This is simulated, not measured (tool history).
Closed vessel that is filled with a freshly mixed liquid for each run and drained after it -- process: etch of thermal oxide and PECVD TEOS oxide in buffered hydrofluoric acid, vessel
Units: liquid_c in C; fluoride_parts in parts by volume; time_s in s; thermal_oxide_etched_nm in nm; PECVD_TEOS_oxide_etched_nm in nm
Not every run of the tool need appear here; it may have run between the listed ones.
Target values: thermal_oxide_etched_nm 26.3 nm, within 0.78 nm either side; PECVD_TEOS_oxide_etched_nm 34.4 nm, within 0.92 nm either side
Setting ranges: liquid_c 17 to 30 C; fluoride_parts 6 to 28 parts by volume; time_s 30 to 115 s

run	hour	liquid_c	fluoride_parts	time_s	thermal_oxide_etched_nm	PECVD_TEOS_oxide_etched_nm
1	0	22	17	60	38.606	50.852
2	1.4	21.5	17	60	37.82	49.774
3	4.1	23.5	17	60	42.063	55.477
4	7.7	23.5	21.5	60	33.628	43.336
5	9.6	23	21.5	60	32.527	42.637
6	11.6	26.5	21.5	60	39.461	51.164
# hour 14.9: hydrofluoric acid flow meter replaced
7	14.9	26	21.5	60	35.123	45.658
8	23.3	22	21.5	60	27.724	36.848
9	27.6	21.5	21.5	60	27.561	36.006

Which single option among these 4 for the next run brings every result within its allowed miss of target? Just one does.
A	31.9	21	27	65	?	?
B	31.9	20.5	16.5	45	?	?
C	31.9	22	23.5	60	?	?
D	31.9	20	22.5	60	?	?

move	thermal_oxide_etched_nm	PECVD_TEOS_oxide_etched_nm
A	24.696	32.388
B	24.729	32.431
C	26.528	34.79
D	24.446	32.06
A: moves the result that the last run missed by most past its target, out the other side
B: moves the result that the last run missed by most past its target, out the other side
C: all results in spec
D: moves the result that the last run missed by most past its target, out the other side
So the answer is move C, the one that meets all the targets.
